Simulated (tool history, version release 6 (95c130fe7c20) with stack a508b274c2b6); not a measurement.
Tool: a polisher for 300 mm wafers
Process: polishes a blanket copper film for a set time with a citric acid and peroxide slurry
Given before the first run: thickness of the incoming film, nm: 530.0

run	hour	flow of slurry (ml/min)	pressure of the wafer on the pad (kPa)	speed of the pad under the wafer (cm/s)	abrasive content of the slurry	polishing time (s)	film removed (angstrom)
1	0	255	17.9	88	1	37	686.6
2	4.7	255	15.9	84	1	37	588.17
3	6.7	210	15.9	84	1	37	586.95
4	10.2	210	15.9	84	1.1	37	584.06
5	14.4	210	20	84	1.1	37	733.59
6	19.6	210	17.9	80	1.1	37	627.87
7	20.5	210	15.9	76	1.1	37	524.4
8	27.2	210	14.5	74	1.1	37	478.62
9	30.6	210	13.1	72	1.1	37	419.28
10	31.4	210	8.3	70	1.1	37	270.94

What does the tool deliver on the next run?
11	39.2	210	9	70	1.1	37	?

Logged for run 11: film removed (angstrom) 288.82.
